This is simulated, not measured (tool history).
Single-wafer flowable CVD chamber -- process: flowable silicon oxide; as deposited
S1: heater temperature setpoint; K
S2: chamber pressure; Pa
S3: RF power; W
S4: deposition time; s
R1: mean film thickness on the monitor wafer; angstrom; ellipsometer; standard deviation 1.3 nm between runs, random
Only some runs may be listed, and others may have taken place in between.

{"run": 1, "hour": 0.0, "S1": 368.15, "S2": 111.7, "S3": 1700, "S4": 378, "R1": 2861.2}
{"run": 2, "hour": 0.6, "S1": 368.15, "S2": 111.7, "S3": 1810, "S4": 378, "R1": 2912.7}
{"run": 3, "hour": 8.7, "S1": 377.15, "S2": 111.7, "S3": 1810, "S4": 378, "R1": 2172.0}
{"run": 4, "hour": 17.5, "S1": 376.15, "S2": 111.7, "S3": 1810, "S4": 378, "R1": 2255.3}
{"run": 5, "hour": 18.7, "S1": 376.15, "S2": 111.7, "S3": 1810, "S4": 378, "R1": 2256.6}
{"run": 6, "hour": 24.3, "S1": 376.15, "S2": 111.7, "S3": 1680, "S4": 378, "R1": 2215.6}

What will run 7 give?
{"run": 7, "hour": 33.1, "S1": 364.15, "S2": 112.0, "S3": 1680, "S4": 378, "R1": "?"}

{"run 7": {"R1": 3278.7}}
